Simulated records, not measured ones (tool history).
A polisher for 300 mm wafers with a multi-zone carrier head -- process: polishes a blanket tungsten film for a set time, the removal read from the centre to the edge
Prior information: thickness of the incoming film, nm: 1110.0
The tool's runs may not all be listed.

run    day  flow of slurry (ml/min)  pressure of the head's centre zone  pressure of the head's middle zone  pressure of the head's edge zone  abrasive content of the slurry  polishing time (s)  film removed at the wafer's centre (angstrom)  film removed at mid-radius (angstrom)  film removed at the wafer's edge (angstrom)
  1      0                      280                                   1                                   1                                 1                               1                  52                                         1539.6                                 1723.7                                       1700.7
  2  0.196                      270                                0.98                                0.96                              0.96                            0.85                  48                                           1312                                 1483.3                                       1493.1
  3  0.504                      270                                0.98                                0.96                              0.96                             0.7                  48                                           1275                                 1430.7                                       1402.5
  4  0.658                      265                                0.97                                0.92                              0.94                            0.65                  45                                         1187.9                                 1280.8                                       1322.6
  5  0.896                      265                                0.97                                0.92                              0.94                            0.65                  38                                         999.44                                 1088.8                                       1101.4
  6  1.017                      255                                0.96                                0.91                              0.93                            0.65                  38                                         975.72                                 1085.5                                       1093.3
  7  1.183                      245                                0.96                                0.89                              0.93                            0.65                  38                                         983.41                                 1040.8                                       1091.4

What will run 8 give?
  8  1.554                      235                                0.96                                0.89                              0.93                            0.65                  38                                              ?                                      ?                                            ?

Run 8 measured film removed at the wafer's centre (angstrom) 986.66, film removed at mid-radius (angstrom) 1045.8, film removed at the wafer's edge (angstrom) 1101.3.
